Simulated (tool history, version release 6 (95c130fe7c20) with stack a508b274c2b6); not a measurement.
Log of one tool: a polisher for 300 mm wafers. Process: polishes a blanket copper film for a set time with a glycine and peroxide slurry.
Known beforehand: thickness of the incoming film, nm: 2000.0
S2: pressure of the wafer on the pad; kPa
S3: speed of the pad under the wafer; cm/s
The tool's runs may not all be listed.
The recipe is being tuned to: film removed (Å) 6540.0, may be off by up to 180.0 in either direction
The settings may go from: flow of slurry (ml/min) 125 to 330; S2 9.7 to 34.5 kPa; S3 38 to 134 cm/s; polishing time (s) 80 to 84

Run 1, hour 0.0: flow of slurry (ml/min) 210, S2 22.1 kPa, S3 86 cm/s, polishing time (s) 80. Result: film removed (Å) 4334.9.
Run 2, hour 5.2: flow of slurry (ml/min) 220, S2 25.5 kPa, S3 86 cm/s, polishing time (s) 80. Result: film removed (Å) 4829.2.
Run 3, hour 6.4: flow of slurry (ml/min) 220, S2 21.4 kPa, S3 86 cm/s, polishing time (s) 80. Result: film removed (Å) 4347.2.
Run 4, hour 10.0: flow of slurry (ml/min) 220, S2 17.2 kPa, S3 86 cm/s, polishing time (s) 80. Result: film removed (Å) 3687.8.
Run 5, hour 10.9: flow of slurry (ml/min) 230, S2 22.1 kPa, S3 86 cm/s, polishing time (s) 80. Result: film removed (Å) 4416.9.
Run 6, hour 17.6: flow of slurry (ml/min) 230, S2 26.2 kPa, S3 86 cm/s, polishing time (s) 80. Result: film removed (Å) 4997.8.
Run 7, hour 22.6: flow of slurry (ml/min) 255, S2 32.4 kPa, S3 88 cm/s, polishing time (s) 80. Result: film removed (Å) 6081.5.
Run 8, hour 28.2: flow of slurry (ml/min) 255, S2 33.1 kPa, S3 88 cm/s, polishing time (s) 80. Result: film removed (Å) 6193.7.

Exercise: of the 5 proposed moves below, exactly one satisfies all targets within the stated allowed misses. Which move is it?
Run A, hour 33.8: flow of slurry (ml/min) 265, S2 29.0 kPa, S3 94 cm/s, polishing time (s) 83. Result: film removed (Å) ?.
Run B, hour 33.8: flow of slurry (ml/min) 280, S2 33.1 kPa, S3 88 cm/s, polishing time (s) 83. Result: film removed (Å) ?.
Run C, hour 33.8: flow of slurry (ml/min) 255, S2 29.0 kPa, S3 88 cm/s, polishing time (s) 82. Result: film removed (Å) ?.
Run D, hour 33.8: flow of slurry (ml/min) 250, S2 33.8 kPa, S3 78 cm/s, polishing time (s) 80. Result: film removed (Å) ?.
Run E, hour 33.8: flow of slurry (ml/min) 285, S2 34.5 kPa, S3 80 cm/s, polishing time (s) 80. Result: film removed (Å) ?.

move  film removed (Å)
   A            6080.6
   B            6473.9
   C            5695.8
   D            5736.4
   E            6013.5
A: the biggest miss grows against the last run
B: meets every target
C: the biggest miss grows against the last run
D: the biggest miss grows against the last run
E: the biggest miss grows against the last run
Correct choice: B, which meets every target

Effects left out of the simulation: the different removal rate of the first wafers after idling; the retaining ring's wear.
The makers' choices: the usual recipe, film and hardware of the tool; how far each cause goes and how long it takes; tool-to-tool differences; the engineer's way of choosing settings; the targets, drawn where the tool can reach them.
